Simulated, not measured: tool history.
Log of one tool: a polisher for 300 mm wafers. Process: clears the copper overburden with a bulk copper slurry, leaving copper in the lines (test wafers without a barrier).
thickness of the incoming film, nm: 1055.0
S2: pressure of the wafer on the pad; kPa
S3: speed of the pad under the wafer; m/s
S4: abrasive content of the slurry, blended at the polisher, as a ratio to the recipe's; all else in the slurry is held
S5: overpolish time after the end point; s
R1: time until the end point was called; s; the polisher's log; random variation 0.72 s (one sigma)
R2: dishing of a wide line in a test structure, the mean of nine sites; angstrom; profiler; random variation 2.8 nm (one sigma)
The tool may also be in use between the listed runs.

{"run": 1, "day": 0.0, "flow of slurry (ml/min)": 255, "S2": 23.4, "S3": 1.08, "S4": 1, "S5": 23, "R1": 85.128, "R2": 1135.7}
{"run": 2, "day": 0.188, "flow of slurry (ml/min)": 290, "S2": 23.4, "S3": 1.08, "S4": 1, "S5": 23, "R1": 83.888, "R2": 1141.3}
{"run": 3, "day": 0.462, "flow of slurry (ml/min)": 290, "S2": 24.1, "S3": 1.08, "S4": 1, "S5": 23, "R1": 80.953, "R2": 1157.8}
{"run": 4, "day": 0.688, "flow of slurry (ml/min)": 290, "S2": 24.1, "S3": 1.08, "S4": 1, "S5": 18, "R1": 80.575, "R2": 1050.6}
{"run": 5, "day": 0.904, "flow of slurry (ml/min)": 290, "S2": 24.8, "S3": 1.08, "S4": 1, "S5": 19, "R1": 78.67, "R2": 1067.2}
{"run": 6, "day": 1.208, "flow of slurry (ml/min)": 290, "S2": 25.5, "S3": 1.08, "S4": 1, "S5": 20, "R1": 77.296, "R2": 1148.3}
{"run": 7, "day": 1.404, "flow of slurry (ml/min)": 290, "S2": 26.2, "S3": 1.08, "S4": 1, "S5": 20, "R1": 76.058, "R2": 1133}
{"run": 8, "day": 1.742, "flow of slurry (ml/min)": 290, "S2": 26.9, "S3": 1.08, "S4": 1, "S5": 20, "R1": 73.295, "R2": 1188.2}

Forecast run 9:
{"run": 9, "day": 1.775, "flow of slurry (ml/min)": 290, "S2": 28.3, "S3": 1.08, "S4": 1, "S5": 21, "R1": "?", "R2": "?"}

Run 9 gave R1 70.204 s, R2 1206.9 angstrom.
